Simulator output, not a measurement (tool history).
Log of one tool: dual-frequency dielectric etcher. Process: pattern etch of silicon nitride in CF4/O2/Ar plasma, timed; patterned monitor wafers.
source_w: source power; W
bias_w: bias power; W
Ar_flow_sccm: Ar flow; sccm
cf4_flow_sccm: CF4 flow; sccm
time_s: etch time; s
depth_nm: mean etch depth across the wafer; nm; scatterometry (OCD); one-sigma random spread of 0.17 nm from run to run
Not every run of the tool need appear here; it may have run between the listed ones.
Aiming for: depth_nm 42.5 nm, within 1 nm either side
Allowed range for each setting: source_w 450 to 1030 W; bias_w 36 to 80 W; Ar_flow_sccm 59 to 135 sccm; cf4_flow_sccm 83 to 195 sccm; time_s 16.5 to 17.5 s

| run | hour | source_w | bias_w | Ar_flow_sccm | cf4_flow_sccm | time_s | depth_nm |
|---|---|---|---|---|---|---|---|
| 1 | 0 | 740 | 58 | 97 | 139 | 16.5 | 54.197 |
| 2 | 5.7 | 810 | 58 | 97 | 139 | 16.5 | 59.587 |
| 3 | 9 | 810 | 48 | 97 | 139 | 16.5 | 56.911 |
| 4 | 15.3 | 770 | 48 | 97 | 139 | 16.5 | 54.506 |
| 5 | 20.4 | 730 | 48 | 97 | 139 | 16.5 | 51.662 |
| 6 | 24.7 | 730 | 48 | 97 | 139 | 16.5 | 51.357 |
| 7 | 28.8 | 700 | 48 | 97 | 139 | 16.5 | 49.141 |
| 8 | 33.4 | 680 | 48 | 97 | 139 | 16.5 | 48.124 |
| 9 | 36.3 | 660 | 48 | 97 | 139 | 16.5 | 46.278 |
| 10 | 43.1 | 650 | 48 | 97 | 139 | 16.5 | 45.321 |
| 11 | 45.3 | 640 | 48 | 97 | 139 | 16.5 | 45.036 |
| 12 | 50.5 | 630 | 48 | 97 | 139 | 16.5 | 44.463 |

Next run, 4 choices. One meets every target within its allowed miss, the rest don't. Which?
| A | 55.7 | 660 | 45 | 97 | 143 | 16.5 | ? |
| B | 55.7 | 660 | 48 | 92 | 139 | 16.5 | ? |
| C | 55.7 | 620 | 45 | 94 | 169 | 17 | ? |
| D | 55.7 | 610 | 38 | 107 | 127 | 17.5 | ? |

| move | depth_nm |
|---|---|
| A | 45.9 |
| B | 46.549 |
| C | 45.252 |
| D | 42.399 |
A: its largest miss is bigger than the last run's
B: its largest miss is bigger than the last run's
C: its largest miss is bigger than the last run's
D: in spec on every target
Move D is the one to make.
